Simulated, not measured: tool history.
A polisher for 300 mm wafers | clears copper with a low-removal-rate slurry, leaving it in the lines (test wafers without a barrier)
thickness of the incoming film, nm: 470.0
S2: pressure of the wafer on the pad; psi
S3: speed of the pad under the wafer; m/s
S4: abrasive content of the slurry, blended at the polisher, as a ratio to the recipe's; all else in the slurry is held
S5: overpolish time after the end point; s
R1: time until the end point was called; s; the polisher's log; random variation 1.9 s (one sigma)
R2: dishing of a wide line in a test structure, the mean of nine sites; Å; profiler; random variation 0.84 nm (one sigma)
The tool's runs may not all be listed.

{"run": 1, "hour": 0.0, "flow of slurry (ml/min)": 155, "S2": 3.6, "S3": 1.04, "S4": 1, "S5": 13, "R1": 150.9, "R2": 279.59}
{"run": 2, "hour": 6.8, "flow of slurry (ml/min)": 155, "S2": 3.8, "S3": 1.04, "S4": 1, "S5": 14, "R1": 147.62, "R2": 295.8}
{"run": 3, "hour": 12.0, "flow of slurry (ml/min)": 155, "S2": 3.8, "S3": 1.04, "S4": 1.1, "S5": 14, "R1": 141.67, "R2": 308.06}
{"run": 4, "hour": 17.4, "flow of slurry (ml/min)": 155, "S2": 3.8, "S3": 1.04, "S4": 1.1, "S5": 8, "R1": 145.17, "R2": 187.96}
{"run": 5, "hour": 23.1, "flow of slurry (ml/min)": 155, "S2": 3.8, "S3": 1.04, "S4": 1.1, "S5": 5, "R1": 147.23, "R2": 123.54}
{"run": 6, "hour": 26.1, "flow of slurry (ml/min)": 155, "S2": 4.1, "S3": 1.04, "S4": 1.1, "S5": 5, "R1": 139.07, "R2": 136.71}
{"run": 7, "hour": 32.7, "flow of slurry (ml/min)": 155, "S2": 4.1, "S3": 1.04, "S4": 1.1, "S5": 9, "R1": 139.89, "R2": 219.05}
{"run": 8, "hour": 37.8, "flow of slurry (ml/min)": 155, "S2": 4.5, "S3": 1, "S4": 1.15, "S5": 10, "R1": 132.66, "R2": 248.72}
{"hour": 42.0, "done": "slurry nozzle cleaned"}
{"run": 9, "hour": 42.0, "flow of slurry (ml/min)": 155, "S2": 4.5, "S3": 1, "S4": 1.15, "S5": 10, "R1": 127.18, "R2": 267.01}
{"run": 10, "hour": 44.1, "flow of slurry (ml/min)": 150, "S2": 4.6, "S3": 1, "S4": 1.15, "S5": 16, "R1": 121.55, "R2": 378.5}
{"run": 11, "hour": 49.7, "flow of slurry (ml/min)": 155, "S2": 4.5, "S3": 1, "S4": 1.15, "S5": 16, "R1": 125.86, "R2": 395.09}

Forecast run 12:
{"run": 12, "hour": 55.4, "flow of slurry (ml/min)": 160, "S2": 4.5, "S3": 1, "S4": 1.15, "S5": 16, "R1": "?", "R2": "?"}

Run 12 gave R1 128.61 s, R2 387.62 Å.

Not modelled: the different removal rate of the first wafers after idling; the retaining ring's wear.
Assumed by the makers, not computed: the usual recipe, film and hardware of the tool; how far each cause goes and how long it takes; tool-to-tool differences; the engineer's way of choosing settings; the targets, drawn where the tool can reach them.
